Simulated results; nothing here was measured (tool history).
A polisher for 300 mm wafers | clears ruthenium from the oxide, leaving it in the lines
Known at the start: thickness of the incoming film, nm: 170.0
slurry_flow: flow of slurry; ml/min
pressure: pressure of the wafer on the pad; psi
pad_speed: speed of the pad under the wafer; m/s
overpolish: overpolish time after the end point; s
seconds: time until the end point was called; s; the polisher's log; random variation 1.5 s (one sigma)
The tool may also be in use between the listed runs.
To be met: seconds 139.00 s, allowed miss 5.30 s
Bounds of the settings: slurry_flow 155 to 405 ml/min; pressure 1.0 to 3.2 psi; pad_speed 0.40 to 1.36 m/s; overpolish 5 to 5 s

run,hour,slurry_flow,pressure,pad_speed,overpolish,seconds
1,0.0,260,2.1,0.88,5,195.26
2,3.5,260,1.9,0.88,5,212.59
3,6.0,260,1.4,0.88,5,285.25
4,9.3,260,1.8,0.88,5,223.13
5,15.7,260,2.0,0.88,5,206.39
6,21.3,260,2.0,0.88,5,199.54
7,28.6,260,2.0,0.88,5,201.16
8,30.8,260,2.2,0.88,5,185.81

4 next moves are on the table. One of them brings every result within its allowed miss. Which?
A,33.0,310,3.1,0.92,5,?
B,33.0,320,2.4,1.02,5,?
C,33.0,285,1.7,0.74,5,?
D,33.0,320,2.6,1.00,5,?

move,seconds
A,125.16
B,145.84
C,275.03
D,137.38
A: takes the result that was furthest off past its target
B: nearer than the last run, and not there yet
C: further off than the last run
D: meets every target
The right move is D.
